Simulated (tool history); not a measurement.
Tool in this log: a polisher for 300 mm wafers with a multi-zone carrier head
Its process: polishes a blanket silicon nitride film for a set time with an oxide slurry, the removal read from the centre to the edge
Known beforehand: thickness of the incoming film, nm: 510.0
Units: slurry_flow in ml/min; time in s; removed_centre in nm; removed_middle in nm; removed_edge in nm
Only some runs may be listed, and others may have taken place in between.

run,day,slurry_flow,centre_zone,middle_zone,edge_zone,slurry_solids,time,removed_centre,removed_middle,removed_edge
1,0,200,1,1,1,1,62,73.031,71.996,73.501
2,0.054,200,1,1,1,0.8,62,62.917,59.292,60.998
3,0.192,200,1,1,1,0.9,62,68.848,67.222,68.53
4,0.492,190,0.97,0.99,0.98,0.9,62,67.274,65.304,68.079
5,0.633,190,1,0.99,0.98,0.9,62,67.342,65.596,67.592
6,0.829,160,1,0.99,0.98,0.9,62,67.04,63.314,66.609
7,1.183,160,1,0.99,0.98,0.9,62,66.885,64.017,66.491

For run 8, what comes out?
8,1.538,160,0.97,1,0.98,0.85,62,?,?,?

removed_centre: 61.289 nm
removed_middle: 61.907 nm
removed_edge: 63.294 nm
